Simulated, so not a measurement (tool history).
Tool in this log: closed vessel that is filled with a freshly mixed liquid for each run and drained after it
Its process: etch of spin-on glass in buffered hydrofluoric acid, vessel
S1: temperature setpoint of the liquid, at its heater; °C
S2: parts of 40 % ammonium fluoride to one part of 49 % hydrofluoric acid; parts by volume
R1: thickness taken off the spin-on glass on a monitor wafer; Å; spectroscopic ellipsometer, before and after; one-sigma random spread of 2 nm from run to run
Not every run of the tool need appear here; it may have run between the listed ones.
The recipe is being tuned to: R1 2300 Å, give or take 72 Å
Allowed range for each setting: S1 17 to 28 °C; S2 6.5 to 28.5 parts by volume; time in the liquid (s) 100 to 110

{"run": 1, "hour": 0.0, "S1": 20, "S2": 17.5, "time in the liquid (s)": 100, "R1": 1598.9}
{"run": 2, "hour": 6.0, "S1": 20, "S2": 22.5, "time in the liquid (s)": 100, "R1": 1276.4}
{"run": 3, "hour": 10.6, "S1": 17.5, "S2": 22.5, "time in the liquid (s)": 100, "R1": 1132.7}
{"run": 4, "hour": 13.7, "S1": 19.5, "S2": 21.5, "time in the liquid (s)": 100, "R1": 1306.5}
{"run": 5, "hour": 20.9, "S1": 23, "S2": 21.5, "time in the liquid (s)": 100, "R1": 1589.4}
{"run": 6, "hour": 29.9, "S1": 23, "S2": 21.5, "time in the liquid (s)": 100, "R1": 1568.9}
{"run": 7, "hour": 32.1, "S1": 24, "S2": 21, "time in the liquid (s)": 100, "R1": 1688.1}
{"run": 8, "hour": 34.9, "S1": 25, "S2": 20.5, "time in the liquid (s)": 100, "R1": 1815.4}
{"run": 9, "hour": 38.2, "S1": 25.5, "S2": 20, "time in the liquid (s)": 100, "R1": 1892.2}
{"run": 10, "hour": 43.1, "S1": 26, "S2": 19.5, "time in the liquid (s)": 100, "R1": 1997.2}
{"run": 11, "hour": 48.4, "S1": 26.5, "S2": 19.5, "time in the liquid (s)": 100, "R1": 2033}
{"run": 12, "hour": 56.0, "S1": 27, "S2": 19, "time in the liquid (s)": 100, "R1": 2154.2}

Of the 4 settings listed for the next run, only one would bring every result within its allowed miss of target. Which one?
{"run": "A", "hour": 63.6, "S1": 26, "S2": 19.5, "time in the liquid (s)": 105, "R1": "?"}
{"run": "B", "hour": 63.6, "S1": 25.5, "S2": 18.5, "time in the liquid (s)": 105, "R1": "?"}
{"run": "C", "hour": 63.6, "S1": 27.5, "S2": 19.5, "time in the liquid (s)": 105, "R1": "?"}
{"run": "D", "hour": 63.6, "S1": 28, "S2": 22, "time in the liquid (s)": 100, "R1": "?"}

move=A R1=2083.1
move=B R1=2135.4
move=C R1=2258.2
move=D R1=2018.3
A: moves away from the targets compared with the last run
B: moves away from the targets compared with the last run
C: each result inside its tolerance
D: moves away from the targets compared with the last run
C is the move that brings every result within its allowed miss.

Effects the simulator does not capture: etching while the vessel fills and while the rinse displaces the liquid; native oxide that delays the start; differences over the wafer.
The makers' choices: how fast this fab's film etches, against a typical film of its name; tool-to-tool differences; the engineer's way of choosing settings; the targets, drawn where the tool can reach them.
